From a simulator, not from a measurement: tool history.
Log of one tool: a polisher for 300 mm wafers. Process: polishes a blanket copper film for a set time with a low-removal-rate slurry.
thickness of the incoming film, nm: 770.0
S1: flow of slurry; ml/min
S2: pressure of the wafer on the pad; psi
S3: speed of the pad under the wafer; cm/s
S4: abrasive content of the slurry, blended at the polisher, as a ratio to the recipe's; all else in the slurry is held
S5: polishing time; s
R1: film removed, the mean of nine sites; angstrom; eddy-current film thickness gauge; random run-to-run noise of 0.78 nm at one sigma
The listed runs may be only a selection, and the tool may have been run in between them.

run  hour   S1   S2   S3  S4  S5      R1
  1     0  125  2.3  100   1  57  1206.9
  2   4.4  125  2.1   98   1  57  1062.9
  3  12.6  125  2.1  118   1  57  1272.7
  4  13.7  125    2  114   1  57  1188.2
  5  20.6  125    2  114   1  51  1062.7
  6  25.6   95    2  114   1  51  1003.4
  7  26.6   95  1.9  114   1  51  983.93
  8  28.9   95  1.8  112   1  51  903.98

Run 9 is up next; what results do you expect?
  9  32.3  95  1.7  112   1  51   ?

{"run 9": {"R1": 864.49}}
